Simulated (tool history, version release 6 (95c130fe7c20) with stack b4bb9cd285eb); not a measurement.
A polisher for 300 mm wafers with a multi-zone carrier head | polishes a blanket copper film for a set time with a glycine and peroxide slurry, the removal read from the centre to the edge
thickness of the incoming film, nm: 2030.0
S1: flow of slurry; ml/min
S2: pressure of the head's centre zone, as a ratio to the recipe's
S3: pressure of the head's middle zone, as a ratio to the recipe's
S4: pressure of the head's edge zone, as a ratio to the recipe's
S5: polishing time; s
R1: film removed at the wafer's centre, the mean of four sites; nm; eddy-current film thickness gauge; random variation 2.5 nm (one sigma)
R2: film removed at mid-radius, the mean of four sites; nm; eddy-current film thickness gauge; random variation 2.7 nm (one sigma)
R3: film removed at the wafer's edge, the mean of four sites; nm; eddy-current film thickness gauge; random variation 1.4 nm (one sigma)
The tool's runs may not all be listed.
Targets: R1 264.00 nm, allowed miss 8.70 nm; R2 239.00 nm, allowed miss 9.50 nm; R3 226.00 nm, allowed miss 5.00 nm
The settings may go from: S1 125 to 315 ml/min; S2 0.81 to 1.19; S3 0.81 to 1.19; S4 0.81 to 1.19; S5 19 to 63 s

run	hour	S1	S2	S3	S4	S5	R1	R2	R3
1	0.0	205	1.00	1.00	1.00	41	336.56	326.09	339.18
2	1.7	205	1.02	1.00	0.96	38	315.16	305.95	303.21
3	7.8	200	1.03	0.98	0.93	36	302.32	280.79	281.39
4	15.0	200	1.03	0.95	0.93	36	301.31	272.69	283.17
5	17.9	200	0.97	0.95	0.93	36	284.16	280.54	284.62
6	23.2	195	0.99	0.95	0.90	35	281.02	270.03	274.88
7	28.9	205	1.09	1.03	0.81	27	240.83	222.65	201.17
8	29.9	215	1.09	1.03	0.83	27	245.42	221.34	201.03
9	36.1	220	1.09	1.03	0.86	27	241.87	221.99	206.46
10	43.0	220	1.10	1.04	0.88	28	255.33	231.05	216.33
11	49.0	220	1.10	1.04	0.89	28	251.71	231.14	218.37
12	53.8	220	1.11	1.05	0.90	28	258.77	237.73	218.76
13	59.6	220	1.11	1.05	0.91	28	255.03	240.03	218.74

Which of these 4 next moves meets every target?
A	65.4	145	1.09	1.00	0.81	32	?	?	?
B	65.4	280	1.01	1.06	0.85	28	?	?	?
C	65.4	235	1.07	0.97	0.94	27	?	?	?
D	65.4	230	1.16	1.10	0.81	28	?	?	?

move	R1	R2	R3
A	266.83	244.37	226.98
B	244.65	246.83	219.67
C	243.62	220.91	218.43
D	272.59	246.27	211.06
A: meets every target
B: further off than the last run
C: further off than the last run
D: further off than the last run
Move A is the one to make.
